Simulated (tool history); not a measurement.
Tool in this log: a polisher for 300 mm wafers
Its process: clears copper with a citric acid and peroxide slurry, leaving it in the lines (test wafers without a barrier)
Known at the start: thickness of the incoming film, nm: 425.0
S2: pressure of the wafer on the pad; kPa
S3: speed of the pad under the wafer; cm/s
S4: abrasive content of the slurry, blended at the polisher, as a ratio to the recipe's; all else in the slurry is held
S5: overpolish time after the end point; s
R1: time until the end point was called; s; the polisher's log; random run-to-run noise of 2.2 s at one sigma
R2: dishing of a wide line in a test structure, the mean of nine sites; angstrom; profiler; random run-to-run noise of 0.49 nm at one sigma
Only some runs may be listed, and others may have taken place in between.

run 1 hour=0.0 | flow_of_slurry_(ml/min)=315 S2=22.8 S3=118 S4=1.0 S5=27 | R1=114.29 R2=233.81
run 2 hour=4.6 | flow_of_slurry_(ml/min)=365 S2=22.8 S3=118 S4=1.0 S5=27 | R1=115.38 R2=238.49
run 3 hour=9.1 | flow_of_slurry_(ml/min)=365 S2=21.4 S3=118 S4=1.0 S5=26 | R1=121.25 R2=228.56
run 4 hour=13.9 | flow_of_slurry_(ml/min)=365 S2=20.7 S3=118 S4=1.0 S5=26 | R1=123.84 R2=223.51
run 5 hour=15.1 | flow_of_slurry_(ml/min)=425 S2=20.7 S3=118 S4=1.0 S5=26 | R1=123.01 R2=234.32
run 6 hour=17.4 | flow_of_slurry_(ml/min)=425 S2=20.7 S3=118 S4=0.8 S5=26 | R1=133.92 R2=222.68

What will run 7 give?
run 7 hour=24.0 | flow_of_slurry_(ml/min)=425 S2=15.9 S3=116 S4=0.8 S5=25 | R1=? R2=?

R1: 173.64 s
R2: 195.11 angstrom
